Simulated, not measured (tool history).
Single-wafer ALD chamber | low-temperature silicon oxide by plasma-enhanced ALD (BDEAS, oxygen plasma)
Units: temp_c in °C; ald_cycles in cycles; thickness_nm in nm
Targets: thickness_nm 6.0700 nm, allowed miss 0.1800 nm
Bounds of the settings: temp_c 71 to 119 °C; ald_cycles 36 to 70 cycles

run	hour	temp_c	ald_cycles	thickness_nm
1	0.0	95	53	8.2000
2	6.7	95	60	9.2993
3	10.1	89	60	9.5090
4	19.0	92	56	8.7714
5	26.9	92	63	9.9598
6	30.5	98	63	9.7575
7	39.2	110	55	8.2735
8	44.8	111	52	7.8290
9	51.1	112	49	7.3094
10	54.7	112	47	7.0453
11	57.6	112	46	6.8858
12	64.3	116	39	5.8369

5 next moves are on the table. One of them brings every result within its allowed miss. Which?
A	71.0	115	38	?
B	71.0	110	36	?
C	71.0	119	41	?
D	71.0	119	39	?
E	71.0	119	37	?

move	thickness_nm
A	5.7196
B	5.4626
C	6.1310
D	5.8319
E	5.5328
A: further off than the last run
B: further off than the last run
C: meets every target
D: as far off as the last run
E: further off than the last run
The right move is C.
